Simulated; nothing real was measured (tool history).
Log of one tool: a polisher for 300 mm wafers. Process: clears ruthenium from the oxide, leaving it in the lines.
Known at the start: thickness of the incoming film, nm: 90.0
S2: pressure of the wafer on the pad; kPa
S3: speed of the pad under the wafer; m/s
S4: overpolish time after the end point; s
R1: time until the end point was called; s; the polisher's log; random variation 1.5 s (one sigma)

run 1 hour=0 | flow_of_slurry_(ml/min)=160 S2=13.1 S3=1.04 S4=41 | R1=78.654
run 2 hour=2.4 | flow_of_slurry_(ml/min)=160 S2=13.1 S3=1.28 S4=41 | R1=69.789
run 3 hour=8.3 | flow_of_slurry_(ml/min)=195 S2=13.1 S3=1.28 S4=41 | R1=67.17
run 4 hour=14.8 | flow_of_slurry_(ml/min)=195 S2=10.3 S3=1.28 S4=41 | R1=86.827
run 5 hour=18.8 | flow_of_slurry_(ml/min)=195 S2=10.3 S3=1.28 S4=41 | R1=83.627
run 6 hour=26.3 | flow_of_slurry_(ml/min)=195 S2=9.7 S3=1.28 S4=41 | R1=90.006
run 7 hour=29.8 | flow_of_slurry_(ml/min)=190 S2=6.2 S3=1.26 S4=41 | R1=140.39
run 8 hour=35.2 | flow_of_slurry_(ml/min)=195 S2=6.2 S3=1.26 S4=41 | R1=141.5
run 9 hour=36.3 | flow_of_slurry_(ml/min)=195 S2=9 S3=1.28 S4=41 | R1=94.528

Forecast run 10:
run 10 hour=41.3 | flow_of_slurry_(ml/min)=185 S2=9 S3=1.28 S4=41 | R1=?

Run 10 gave R1 98.212 s.
